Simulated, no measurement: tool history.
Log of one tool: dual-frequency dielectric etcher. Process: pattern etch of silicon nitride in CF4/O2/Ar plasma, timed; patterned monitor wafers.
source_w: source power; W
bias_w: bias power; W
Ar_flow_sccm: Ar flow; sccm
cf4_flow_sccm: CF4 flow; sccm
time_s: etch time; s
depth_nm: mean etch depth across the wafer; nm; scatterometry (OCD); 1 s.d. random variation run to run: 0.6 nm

| run | day | source_w | bias_w | Ar_flow_sccm | cf4_flow_sccm | time_s | depth_nm |
|---|---|---|---|---|---|---|---|
| 1 | 0 | 560 | 38 | 91 | 116 | 157 | 271.04 |
| 2 | 0.204 | 560 | 38 | 79 | 116 | 157 | 276.17 |
| 3 | 0.229 | 560 | 38 | 79 | 116 | 164.5 | 290.56 |
| 4 | 0.446 | 530 | 38 | 79 | 116 | 164.5 | 277.22 |
| 5 | 0.788 | 530 | 38 | 79 | 116 | 164.5 | 277.35 |
| 6 | 1.05 | 530 | 35 | 79 | 116 | 164.5 | 270.23 |
| 7 | 1.221 | 510 | 35 | 79 | 116 | 164.5 | 262.88 |

What does the tool deliver on the next run?
| 8 | 1.35 | 500 | 35 | 79 | 116 | 164.5 | ? |

depth_nm: 258.49 nm
